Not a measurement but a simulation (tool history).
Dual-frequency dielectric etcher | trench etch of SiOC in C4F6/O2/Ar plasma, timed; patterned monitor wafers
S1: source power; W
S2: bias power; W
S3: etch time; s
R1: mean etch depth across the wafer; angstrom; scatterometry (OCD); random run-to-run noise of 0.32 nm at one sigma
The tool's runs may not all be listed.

| run | hour | S1 | S2 | S3 | R1 |
|---|---|---|---|---|---|
| 1 | 0 | 390 | 196 | 20 | 438.58 |
| 2 | 6.5 | 430 | 203 | 20 | 460.3 |
| 3 | 14 | 460 | 208 | 20 | 476.44 |
| 4 | 18.7 | 480 | 212 | 20 | 484.05 |
| 5 | 22.9 | 480 | 212 | 20 | 487.47 |
| 6 | 30.4 | 480 | 212 | 20 | 480.44 |
| 7 | 31.7 | 490 | 219 | 20 | 495.84 |

Run 8 has not been measured yet. What should we expect?
| 8 | 39.6 | 500 | 221 | 20 | ? |

For run 8 the tool returned R1 506.72 angstrom.

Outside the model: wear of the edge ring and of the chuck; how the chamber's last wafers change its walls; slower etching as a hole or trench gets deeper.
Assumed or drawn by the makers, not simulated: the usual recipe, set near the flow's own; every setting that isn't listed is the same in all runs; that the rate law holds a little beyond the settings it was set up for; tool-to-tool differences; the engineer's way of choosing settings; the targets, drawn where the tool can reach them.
